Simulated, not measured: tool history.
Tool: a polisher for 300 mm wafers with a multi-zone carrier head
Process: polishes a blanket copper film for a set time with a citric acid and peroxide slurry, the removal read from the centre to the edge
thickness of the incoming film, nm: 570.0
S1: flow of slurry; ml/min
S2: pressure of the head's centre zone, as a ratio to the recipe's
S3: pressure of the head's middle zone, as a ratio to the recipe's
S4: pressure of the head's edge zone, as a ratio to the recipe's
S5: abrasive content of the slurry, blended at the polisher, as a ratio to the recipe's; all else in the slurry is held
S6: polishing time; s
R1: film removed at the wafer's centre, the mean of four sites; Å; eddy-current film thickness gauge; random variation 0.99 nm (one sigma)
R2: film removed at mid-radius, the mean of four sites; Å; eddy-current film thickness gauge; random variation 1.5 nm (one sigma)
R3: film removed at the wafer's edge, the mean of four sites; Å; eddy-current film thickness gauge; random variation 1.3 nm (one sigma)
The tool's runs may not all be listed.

run	hour	S1	S2	S3	S4	S5	S6	R1	R2	R3
1	0.0	220	1.00	1.00	1.00	1.00	47	907.23	913.36	896.36
2	4.6	220	1.00	1.00	0.95	1.00	47	899.49	927.92	874.86
3	6.8	220	0.95	1.00	0.95	1.00	47	861.08	928.39	875.53
4	7.3	230	0.98	1.02	0.96	1.05	48	922.67	949.48	919.83
5	10.0	220	1.00	1.03	0.94	1.10	50	983.34	1005.70	957.22
6	12.9	220	1.00	1.03	1.01	1.10	50	982.07	1016.50	977.07
7	18.6	275	1.10	1.13	1.11	1.35	52	1188.30	1177.40	1121.10
8	26.2	280	1.11	1.14	1.10	1.35	52	1183.20	1216.10	1120.60

Forecast run 9:
9	34.6	280	1.12	1.13	1.09	1.35	52	?	?	?

Run 9 gave R1 1207.70 Å, R2 1177.50 Å, R3 1099.50 Å.

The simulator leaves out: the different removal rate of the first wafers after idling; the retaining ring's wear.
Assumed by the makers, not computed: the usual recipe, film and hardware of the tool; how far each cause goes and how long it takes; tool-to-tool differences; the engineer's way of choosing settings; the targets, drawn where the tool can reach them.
